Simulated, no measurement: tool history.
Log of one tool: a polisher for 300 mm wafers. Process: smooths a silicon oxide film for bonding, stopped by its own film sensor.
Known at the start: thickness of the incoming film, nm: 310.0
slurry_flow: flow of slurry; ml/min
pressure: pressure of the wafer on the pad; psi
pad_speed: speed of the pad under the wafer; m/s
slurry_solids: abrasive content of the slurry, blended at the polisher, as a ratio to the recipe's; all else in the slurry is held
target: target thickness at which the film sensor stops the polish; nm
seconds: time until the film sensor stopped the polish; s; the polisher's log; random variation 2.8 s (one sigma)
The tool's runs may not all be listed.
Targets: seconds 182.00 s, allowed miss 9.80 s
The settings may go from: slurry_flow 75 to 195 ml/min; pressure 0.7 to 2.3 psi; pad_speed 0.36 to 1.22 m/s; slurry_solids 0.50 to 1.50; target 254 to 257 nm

| run | hour | slurry_flow | pressure | pad_speed | slurry_solids | target | seconds |
|---|---|---|---|---|---|---|---|
| 1 | 0.0 | 125 | 1.5 | 0.78 | 1.00 | 257 | 132.01 |
| 2 | 1.6 | 125 | 1.4 | 0.78 | 1.00 | 257 | 139.31 |
| 3 | 7.5 | 125 | 1.3 | 0.78 | 1.00 | 257 | 147.58 |
| 4 | 11.1 | 125 | 1.7 | 0.78 | 1.00 | 257 | 118.84 |
| 5 | 17.1 | 105 | 1.7 | 0.78 | 1.00 | 257 | 123.33 |
| 6 | 21.6 | 125 | 1.7 | 0.78 | 1.00 | 257 | 120.59 |
| 7 | 22.8 | 125 | 1.5 | 0.76 | 1.00 | 257 | 132.54 |
| 8 | 28.8 | 120 | 1.4 | 0.74 | 1.00 | 257 | 146.46 |

5 next moves are on the table. One of them brings every result within its allowed miss. Which?
| A | 34.8 | 135 | 1.4 | 0.56 | 1.10 | 254 | ? |
| B | 34.8 | 80 | 1.5 | 1.06 | 1.20 | 257 | ? |
| C | 34.8 | 125 | 1.5 | 0.78 | 0.85 | 257 | ? |
| D | 34.8 | 130 | 1.5 | 0.62 | 1.10 | 255 | ? |
| E | 34.8 | 75 | 1.3 | 0.88 | 1.05 | 256 | ? |

| move | seconds |
|---|---|
| A | 175.22 |
| B | 105.47 |
| C | 133.67 |
| D | 150.72 |
| E | 151.28 |
A: meets every target
B: further off than the last run
C: further off than the last run
D: nearer than the last run, and not there yet
E: nearer than the last run, and not there yet
The right move is A.

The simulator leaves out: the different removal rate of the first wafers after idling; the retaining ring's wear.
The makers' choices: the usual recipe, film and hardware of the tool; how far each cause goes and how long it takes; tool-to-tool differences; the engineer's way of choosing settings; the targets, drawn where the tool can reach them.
